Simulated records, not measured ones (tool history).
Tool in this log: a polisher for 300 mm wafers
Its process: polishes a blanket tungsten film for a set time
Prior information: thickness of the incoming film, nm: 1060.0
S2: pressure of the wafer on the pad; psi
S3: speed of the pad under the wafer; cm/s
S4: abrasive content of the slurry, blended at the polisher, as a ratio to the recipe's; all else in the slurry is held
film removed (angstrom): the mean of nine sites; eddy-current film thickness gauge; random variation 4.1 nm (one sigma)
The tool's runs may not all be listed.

run 1 hour=0.0 | flow_of_slurry_(ml/min)=225 S2=2.8 S3=134 S4=1.0 polishing_time_(s)=83 | film_removed_(angstrom)=3806.3
run 2 hour=8.0 | flow_of_slurry_(ml/min)=225 S2=2.7 S3=134 S4=1.0 polishing_time_(s)=83 | film_removed_(angstrom)=3640.7
run 3 hour=16.1 | flow_of_slurry_(ml/min)=225 S2=2.6 S3=134 S4=1.0 polishing_time_(s)=83 | film_removed_(angstrom)=3500.9
run 4 hour=23.8 | flow_of_slurry_(ml/min)=225 S2=2.6 S3=146 S4=1.0 polishing_time_(s)=83 | film_removed_(angstrom)=3884.1
run 5 hour=32.6 | flow_of_slurry_(ml/min)=225 S2=2.5 S3=146 S4=1.0 polishing_time_(s)=83 | film_removed_(angstrom)=3734.6
run 6 hour=37.3 | flow_of_slurry_(ml/min)=255 S2=2.5 S3=146 S4=1.0 polishing_time_(s)=83 | film_removed_(angstrom)=3831.2
run 7 hour=43.5 | flow_of_slurry_(ml/min)=250 S2=2.4 S3=146 S4=1.0 polishing_time_(s)=83 | film_removed_(angstrom)=3633.1

Predict the results of run 8:
-- hour=47.2 head pressure recalibrated
run 8 hour=47.2 | flow_of_slurry_(ml/min)=240 S2=2.2 S3=146 S4=1.0 polishing_time_(s)=83 | film_removed_(angstrom)=?

{"run 8": {"film removed (angstrom)": 3712.7}}
